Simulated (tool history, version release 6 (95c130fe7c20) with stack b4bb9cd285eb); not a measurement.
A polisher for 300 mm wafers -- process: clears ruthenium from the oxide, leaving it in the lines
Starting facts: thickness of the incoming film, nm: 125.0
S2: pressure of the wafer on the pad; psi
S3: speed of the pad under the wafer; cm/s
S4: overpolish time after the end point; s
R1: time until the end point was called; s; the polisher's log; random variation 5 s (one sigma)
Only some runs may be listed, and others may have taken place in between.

{"run": 1, "hour": 0.0, "flow of slurry (ml/min)": 125, "S2": 1.9, "S3": 100, "S4": 4, "R1": 142.84}
{"run": 2, "hour": 8.1, "flow of slurry (ml/min)": 125, "S2": 1.6, "S3": 94, "S4": 4, "R1": 185.13}
{"run": 3, "hour": 12.1, "flow of slurry (ml/min)": 125, "S2": 1.2, "S3": 94, "S4": 4, "R1": 247.62}
{"run": 4, "hour": 13.4, "flow of slurry (ml/min)": 125, "S2": 1.2, "S3": 72, "S4": 4, "R1": 320.81}
{"run": 5, "hour": 20.7, "flow of slurry (ml/min)": 125, "S2": 1.2, "S3": 48, "S4": 4, "R1": 458.8}
{"run": 6, "hour": 22.0, "flow of slurry (ml/min)": 125, "S2": 1.4, "S3": 48, "S4": 4, "R1": 401.08}

Run 7 comes next. What will it give?
{"run": 7, "hour": 25.4, "flow of slurry (ml/min)": 125, "S2": 1.5, "S3": 48, "S4": 4, "R1": "?"}

R1: 370.04 s

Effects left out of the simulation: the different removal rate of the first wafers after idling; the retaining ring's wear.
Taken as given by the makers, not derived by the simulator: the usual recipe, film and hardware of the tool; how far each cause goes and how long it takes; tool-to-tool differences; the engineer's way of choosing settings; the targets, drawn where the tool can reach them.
